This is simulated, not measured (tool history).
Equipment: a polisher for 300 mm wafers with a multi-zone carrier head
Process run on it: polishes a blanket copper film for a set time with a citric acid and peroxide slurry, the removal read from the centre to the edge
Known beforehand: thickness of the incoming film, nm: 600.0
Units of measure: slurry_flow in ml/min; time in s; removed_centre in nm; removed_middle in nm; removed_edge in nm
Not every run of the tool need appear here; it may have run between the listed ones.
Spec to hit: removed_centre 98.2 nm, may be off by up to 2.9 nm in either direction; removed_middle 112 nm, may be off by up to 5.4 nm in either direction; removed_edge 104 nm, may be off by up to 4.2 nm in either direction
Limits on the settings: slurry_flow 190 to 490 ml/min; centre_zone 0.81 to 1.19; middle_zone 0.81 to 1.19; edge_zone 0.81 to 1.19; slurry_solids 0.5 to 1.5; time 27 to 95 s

{"run": 1, "day": 0.0, "slurry_flow": 315, "centre_zone": 1, "middle_zone": 1, "edge_zone": 1, "slurry_solids": 1, "time": 61, "removed_centre": 152.98, "removed_middle": 155, "removed_edge": 156.71}
{"run": 2, "day": 0.229, "slurry_flow": 315, "centre_zone": 0.99, "middle_zone": 1, "edge_zone": 0.98, "slurry_solids": 0.95, "time": 59, "removed_centre": 144.55, "removed_middle": 144.53, "removed_edge": 145.81}
{"run": 3, "day": 0.533, "slurry_flow": 315, "centre_zone": 0.97, "middle_zone": 1.01, "edge_zone": 0.96, "slurry_solids": 0.9, "time": 58, "removed_centre": 139.64, "removed_middle": 141.35, "removed_edge": 140.88}
{"run": 4, "day": 0.896, "slurry_flow": 315, "centre_zone": 1.01, "middle_zone": 1.01, "edge_zone": 0.96, "slurry_solids": 0.9, "time": 58, "removed_centre": 141.9, "removed_middle": 143.37, "removed_edge": 138.88}
{"run": 5, "day": 1.142, "slurry_flow": 310, "centre_zone": 0.99, "middle_zone": 1.02, "edge_zone": 0.95, "slurry_solids": 0.85, "time": 57, "removed_centre": 135.43, "removed_middle": 134.84, "removed_edge": 134.78}
{"run": 6, "day": 1.179, "slurry_flow": 310, "centre_zone": 0.99, "middle_zone": 1.02, "edge_zone": 0.95, "slurry_solids": 0.85, "time": 42, "removed_centre": 100.51, "removed_middle": 105.32, "removed_edge": 98.307}
{"run": 7, "day": 1.512, "slurry_flow": 310, "centre_zone": 0.98, "middle_zone": 1.03, "edge_zone": 0.96, "slurry_solids": 0.85, "time": 42, "removed_centre": 97.736, "removed_middle": 100.93, "removed_edge": 100.58}
{"run": 8, "day": 1.825, "slurry_flow": 315, "centre_zone": 0.98, "middle_zone": 1.05, "edge_zone": 0.96, "slurry_solids": 0.9, "time": 42, "removed_centre": 100.08, "removed_middle": 106.14, "removed_edge": 101.02}

Pick the move, out of 4, that brings all results within their allowed miss; only one does.
{"run": "A", "day": 2.138, "slurry_flow": 385, "centre_zone": 1.06, "middle_zone": 1.06, "edge_zone": 0.88, "slurry_solids": 1.1, "time": 36, "removed_centre": "?", "removed_middle": "?", "removed_edge": "?"}
{"run": "B", "day": 2.138, "slurry_flow": 370, "centre_zone": 0.81, "middle_zone": 1.13, "edge_zone": 0.94, "slurry_solids": 1.35, "time": 42, "removed_centre": "?", "removed_middle": "?", "removed_edge": "?"}
{"run": "C", "day": 2.138, "slurry_flow": 320, "centre_zone": 0.86, "middle_zone": 1.17, "edge_zone": 0.89, "slurry_solids": 1.1, "time": 42, "removed_centre": "?", "removed_middle": "?", "removed_edge": "?"}
{"run": "D", "day": 2.138, "slurry_flow": 360, "centre_zone": 0.97, "middle_zone": 1.15, "edge_zone": 1.08, "slurry_solids": 0.9, "time": 41, "removed_centre": "?", "removed_middle": "?", "removed_edge": "?"}

move=A removed_centre=101.76 removed_middle=100.04 removed_edge=89.755
move=B removed_centre=95.554 removed_middle=130.28 removed_edge=113.2
move=C removed_centre=94.489 removed_middle=125.07 removed_edge=103.66
move=D removed_centre=99.466 removed_middle=114.69 removed_edge=103.72
A: lands further from the targets than the last run did
B: the result that was furthest off in the last run now lies on the other side of its target
C: the result that was furthest off in the last run now lies on the other side of its target
D: meets every target
Answer: D
